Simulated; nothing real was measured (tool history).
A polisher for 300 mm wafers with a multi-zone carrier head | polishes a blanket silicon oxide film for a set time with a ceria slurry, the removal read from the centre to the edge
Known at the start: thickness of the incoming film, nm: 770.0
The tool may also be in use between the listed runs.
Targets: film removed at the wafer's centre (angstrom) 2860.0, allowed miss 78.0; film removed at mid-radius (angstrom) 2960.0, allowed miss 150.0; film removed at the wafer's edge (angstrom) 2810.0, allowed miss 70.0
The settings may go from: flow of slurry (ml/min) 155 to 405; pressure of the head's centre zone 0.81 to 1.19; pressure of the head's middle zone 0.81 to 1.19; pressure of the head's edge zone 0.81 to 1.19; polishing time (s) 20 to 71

| run | hour | flow of slurry (ml/min) | pressure of the head's centre zone | pressure of the head's middle zone | pressure of the head's edge zone | polishing time (s) | film removed at the wafer's centre (angstrom) | film removed at mid-radius (angstrom) | film removed at the wafer's edge (angstrom) |
|---|---|---|---|---|---|---|---|---|---|
| 1 | 0.0 | 260 | 1.00 | 1.00 | 1.00 | 45 | 2476.5 | 2383.3 | 2434.5 |
| 2 | 4.9 | 290 | 1.00 | 1.00 | 1.00 | 45 | 2564.3 | 2476.2 | 2461.5 |
| 3 | 12.8 | 230 | 1.00 | 1.00 | 1.00 | 45 | 2467.5 | 2380.8 | 2395.6 |
| 4 | 18.3 | 230 | 1.06 | 1.00 | 1.00 | 45 | 2558.8 | 2390.1 | 2420.9 |
| 5 | 21.7 | 240 | 1.06 | 1.01 | 1.02 | 45 | 2584.4 | 2446.2 | 2437.5 |
| 6 | 26.4 | 240 | 1.06 | 1.05 | 1.02 | 45 | 2645.3 | 2522.4 | 2430.6 |
| 7 | 34.9 | 240 | 1.06 | 1.05 | 1.02 | 45 | 2607.8 | 2487.2 | 2451.1 |
| 8 | 39.2 | 250 | 1.06 | 1.06 | 1.04 | 45 | 2635.5 | 2476.3 | 2467.5 |
| 9 | 45.3 | 255 | 1.05 | 1.07 | 1.04 | 46 | 2638.2 | 2576.0 | 2523.4 |
| 10 | 54.1 | 260 | 1.05 | 1.08 | 1.05 | 46 | 2647.0 | 2613.3 | 2528.1 |
| 11 | 61.3 | 265 | 1.05 | 1.09 | 1.06 | 46 | 2662.7 | 2533.2 | 2570.3 |
| 12 | 67.2 | 265 | 1.05 | 1.10 | 1.06 | 46 | 2633.0 | 2618.9 | 2541.8 |
| 13 | 73.1 | 270 | 1.05 | 1.11 | 1.07 | 46 | 2676.3 | 2650.5 | 2570.1 |
| 14 | 81.8 | 275 | 1.05 | 1.12 | 1.08 | 46 | 2689.6 | 2662.8 | 2619.9 |

Which of these 5 next moves meets every target?
| A | 90.5 | 325 | 0.99 | 1.09 | 1.01 | 51 | ? | ? | ? |
| B | 90.5 | 285 | 0.95 | 1.17 | 1.19 | 47 | ? | ? | ? |
| C | 90.5 | 240 | 0.95 | 0.97 | 1.19 | 47 | ? | ? | ? |
| D | 90.5 | 200 | 0.96 | 1.19 | 0.97 | 48 | ? | ? | ? |
| E | 90.5 | 280 | 0.96 | 1.10 | 1.14 | 50 | ? | ? | ? |

| move | film removed at the wafer's centre (angstrom) | film removed at mid-radius (angstrom) | film removed at the wafer's edge (angstrom) |
|---|---|---|---|
| A | 2877.0 | 2933.1 | 2827.3 |
| B | 2511.8 | 2796.0 | 2803.4 |
| C | 2461.5 | 2442.4 | 2772.5 |
| D | 2484.4 | 2779.6 | 2511.2 |
| E | 2694.5 | 2853.9 | 2914.8 |
A: meets every target
B: brings the result that was furthest off to its target, and leaves another outside
C: brings the result that was furthest off to its target, and leaves another outside
D: further off than the last run
E: takes the result that was furthest off past its target
Move A is the one to make.

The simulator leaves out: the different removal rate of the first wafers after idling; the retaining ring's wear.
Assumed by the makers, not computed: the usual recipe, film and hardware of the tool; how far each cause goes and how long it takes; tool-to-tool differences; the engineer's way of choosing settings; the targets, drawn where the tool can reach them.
